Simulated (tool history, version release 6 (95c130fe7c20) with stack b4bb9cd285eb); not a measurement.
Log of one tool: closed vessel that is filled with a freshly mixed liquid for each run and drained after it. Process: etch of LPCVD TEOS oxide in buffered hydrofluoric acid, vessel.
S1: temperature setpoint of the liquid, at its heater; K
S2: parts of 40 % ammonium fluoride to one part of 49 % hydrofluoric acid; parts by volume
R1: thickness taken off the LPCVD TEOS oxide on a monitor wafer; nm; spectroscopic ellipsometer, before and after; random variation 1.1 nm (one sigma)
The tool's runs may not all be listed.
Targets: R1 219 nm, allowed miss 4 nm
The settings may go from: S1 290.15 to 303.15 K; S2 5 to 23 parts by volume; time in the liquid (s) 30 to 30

Run 1, hour 0: S1 295.15 K, S2 14 parts by volume, time in the liquid (s) 30. Result: R1 91.423 nm.
Run 2, hour 3.4: S1 293.65 K, S2 14 parts by volume, time in the liquid (s) 30. Result: R1 84.801 nm.
Run 3, hour 6.3: S1 297.15 K, S2 11.5 parts by volume, time in the liquid (s) 30. Result: R1 124.35 nm.
Run 4, hour 12.1: S1 299.15 K, S2 10.5 parts by volume, time in the liquid (s) 30. Result: R1 152.28 nm.
Run 5, hour 20.9: S1 300.65 K, S2 10 parts by volume, time in the liquid (s) 30. Result: R1 171.51 nm.
Run 6, hour 24.5: S1 300.65 K, S2 10 parts by volume, time in the liquid (s) 30. Result: R1 172.6 nm.
Run 7, hour 30.3: S1 301.65 K, S2 9.5 parts by volume, time in the liquid (s) 30. Result: R1 188.22 nm.
Run 8, hour 35.5: S1 302.15 K, S2 9 parts by volume, time in the liquid (s) 30. Result: R1 201.2 nm.
Run 9, hour 42.2: S1 302.65 K, S2 9 parts by volume, time in the liquid (s) 30. Result: R1 204.72 nm.
Run 10, hour 45.9: S1 303.15 K, S2 8.5 parts by volume, time in the liquid (s) 30. Result: R1 225.67 nm.
At hour 48.1: thermometer replaced.
Run 11, hour 48.1: S1 302.65 K, S2 8.5 parts by volume, time in the liquid (s) 30. Result: R1 241.97 nm.
Run 12, hour 57: S1 302.15 K, S2 8.5 parts by volume, time in the liquid (s) 30. Result: R1 237.94 nm.
Run 13, hour 65.3: S1 300.15 K, S2 8.5 parts by volume, time in the liquid (s) 30. Result: R1 212.39 nm.

Which of these 5 next moves meets every target?
Run A, hour 73.6: S1 301.15 K, S2 9 parts by volume, time in the liquid (s) 30. Result: R1 ?.
Run B, hour 73.6: S1 298.65 K, S2 8 parts by volume, time in the liquid (s) 30. Result: R1 ?.
Run C, hour 73.6: S1 300.65 K, S2 8.5 parts by volume, time in the liquid (s) 30. Result: R1 ?.
Run D, hour 73.6: S1 299.65 K, S2 8.5 parts by volume, time in the liquid (s) 30. Result: R1 ?.
Run E, hour 73.6: S1 297.65 K, S2 7.5 parts by volume, time in the liquid (s) 30. Result: R1 ?.

move      R1
   A  211.44
   B  210.15
   C  219.06
   D  207.66
   E  213.47
A: further off than the last run
B: further off than the last run
C: meets every target
D: further off than the last run
E: nearer than the last run, and not there yet
Answer: C

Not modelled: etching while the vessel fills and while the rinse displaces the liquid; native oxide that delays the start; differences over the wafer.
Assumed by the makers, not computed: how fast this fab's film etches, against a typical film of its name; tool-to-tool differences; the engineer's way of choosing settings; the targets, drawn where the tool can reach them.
